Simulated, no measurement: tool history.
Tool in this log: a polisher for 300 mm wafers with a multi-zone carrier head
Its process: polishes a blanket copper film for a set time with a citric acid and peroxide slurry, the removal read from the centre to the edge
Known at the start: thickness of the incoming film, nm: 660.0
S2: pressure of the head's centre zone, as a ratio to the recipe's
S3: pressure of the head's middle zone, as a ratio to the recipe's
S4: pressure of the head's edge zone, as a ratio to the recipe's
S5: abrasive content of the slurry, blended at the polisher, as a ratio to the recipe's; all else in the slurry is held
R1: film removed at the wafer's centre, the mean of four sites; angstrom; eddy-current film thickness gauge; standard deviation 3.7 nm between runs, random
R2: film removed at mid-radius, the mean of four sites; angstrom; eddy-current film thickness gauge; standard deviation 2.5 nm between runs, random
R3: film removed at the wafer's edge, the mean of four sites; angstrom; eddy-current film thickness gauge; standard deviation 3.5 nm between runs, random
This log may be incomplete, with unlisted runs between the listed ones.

run 1 hour=0 | flow_of_slurry_(ml/min)=225 S2=1 S3=1 S4=1 S5=1 polishing_time_(s)=87 | R1=2067 R2=2127.7 R3=2173.2
run 2 hour=1 | flow_of_slurry_(ml/min)=225 S2=1.03 S3=1 S4=1 S5=1 polishing_time_(s)=87 | R1=2178.2 R2=2115 R3=2190.6
run 3 hour=6.7 | flow_of_slurry_(ml/min)=240 S2=1.08 S3=1.05 S4=1.02 S5=1.1 polishing_time_(s)=88 | R1=2359.9 R2=2331 R3=2277.9
run 4 hour=12.9 | flow_of_slurry_(ml/min)=250 S2=1.12 S3=1.05 S4=1.02 S5=1.2 polishing_time_(s)=90 | R1=2526.4 R2=2433.3 R3=2418.3
run 5 hour=18.2 | flow_of_slurry_(ml/min)=250 S2=1.08 S3=1.05 S4=1.02 S5=1.2 polishing_time_(s)=90 | R1=2464.3 R2=2416.8 R3=2370.2
-- hour=21.5 worn pad replaced by a new one
run 6 hour=21.5 | flow_of_slurry_(ml/min)=265 S2=1.12 S3=1.06 S4=1.01 S5=1.3 polishing_time_(s)=91 | R1=2808.8 R2=2722.1 R3=2627.4
run 7 hour=27.8 | flow_of_slurry_(ml/min)=275 S2=1.14 S3=1.06 S4=0.99 S5=1.25 polishing_time_(s)=91 | R1=2824.2 R2=2705.2 R3=2533.6

Expected results for the next run?
run 8 hour=34.7 | flow_of_slurry_(ml/min)=285 S2=1.16 S3=1.05 S4=0.99 S5=1.25 polishing_time_(s)=91 | R1=? R2=? R3=?

{"run 8": {"R1": 2948.9, "R2": 2713.8, "R3": 2573.9}}
